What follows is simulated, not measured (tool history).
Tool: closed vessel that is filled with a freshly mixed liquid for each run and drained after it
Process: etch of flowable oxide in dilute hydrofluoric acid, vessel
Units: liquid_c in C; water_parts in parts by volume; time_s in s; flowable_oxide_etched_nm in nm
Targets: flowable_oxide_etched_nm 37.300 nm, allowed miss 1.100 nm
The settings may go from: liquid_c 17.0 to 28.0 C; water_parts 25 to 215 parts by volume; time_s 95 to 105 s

run  hour  liquid_c  water_parts  time_s  flowable_oxide_etched_nm
  1   0.0      20.0          120      95                    31.598
  2   3.5      20.0          135      95                    27.273
  3   7.3      21.0          135      95                    28.459
  4   9.9      22.5          135      95                    29.975
  5  18.3      22.5          170      95                    23.291
  6  23.7      22.5          170     105                    25.685
  7  29.8      22.5          170     105                    25.620
  8  34.4      26.5          150     105                    34.812

Which of these 5 next moves meets every target?
  A  39.0      19.5          105     105                         ?
  B  39.0      28.0          140     105                         ?
  C  39.0      23.5          115      95                         ?
  D  39.0      28.0          135     100                         ?
  E  39.0      25.5          145      95                         ?

move  flowable_oxide_etched_nm
   A                    39.661
   B                    39.782
   C                    38.051
   D                    39.542
   E                    31.457
A: takes the result that was furthest off past its target
B: takes the result that was furthest off past its target
C: meets every target
D: takes the result that was furthest off past its target
E: further off than the last run
Answer: C
